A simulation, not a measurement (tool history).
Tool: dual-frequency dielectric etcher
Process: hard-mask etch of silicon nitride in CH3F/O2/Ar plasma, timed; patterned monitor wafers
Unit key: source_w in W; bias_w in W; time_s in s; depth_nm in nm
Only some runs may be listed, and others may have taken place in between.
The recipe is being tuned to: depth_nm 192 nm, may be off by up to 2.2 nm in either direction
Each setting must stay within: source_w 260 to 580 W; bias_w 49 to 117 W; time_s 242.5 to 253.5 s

Run 1, hour 0: source_w 420 W, bias_w 83 W, time_s 242.5 s. Result: depth_nm 168.9 nm.
Run 2, hour 2.8: source_w 420 W, bias_w 75 W, time_s 242.5 s. Result: depth_nm 162.67 nm.
Run 3, hour 3.7: source_w 440 W, bias_w 76 W, time_s 242.5 s. Result: depth_nm 164.73 nm.
Run 4, hour 9.9: source_w 480 W, bias_w 76 W, time_s 242.5 s. Result: depth_nm 169.29 nm.
Run 5, hour 13.4: source_w 480 W, bias_w 76 W, time_s 253.5 s. Result: depth_nm 177.04 nm.
Run 6, hour 22.1: source_w 490 W, bias_w 77 W, time_s 253.5 s. Result: depth_nm 179.1 nm.
Run 7, hour 25.7: source_w 500 W, bias_w 78 W, time_s 253.5 s. Result: depth_nm 181.05 nm.
Run 8, hour 31.4: source_w 510 W, bias_w 79 W, time_s 253.5 s. Result: depth_nm 182.29 nm.
Run 9, hour 36.8: source_w 520 W, bias_w 80 W, time_s 253.5 s. Result: depth_nm 183.49 nm.
Run 10, hour 42.3: source_w 530 W, bias_w 81 W, time_s 253.5 s. Result: depth_nm 186.24 nm.
Run 11, hour 50.9: source_w 540 W, bias_w 81 W, time_s 253.5 s. Result: depth_nm 187.04 nm.

Next run, 4 choices. One meets every target within its allowed miss, the rest don't. Which?
Run A, hour 59.5: source_w 490 W, bias_w 91 W, time_s 249 s. Result: depth_nm ?.
Run B, hour 59.5: source_w 510 W, bias_w 96 W, time_s 248.5 s. Result: depth_nm ?.
Run C, hour 59.5: source_w 530 W, bias_w 85 W, time_s 251.5 s. Result: depth_nm ?.
Run D, hour 59.5: source_w 530 W, bias_w 82 W, time_s 245 s. Result: depth_nm ?.

move  depth_nm
   A    186.66
   B    192.18
   C     187.8
   D    180.53
A: lands further from the targets than the last run did
B: hits every target within its allowed miss
C: better than the last run, though not everything is in spec
D: lands further from the targets than the last run did
B meets every target.
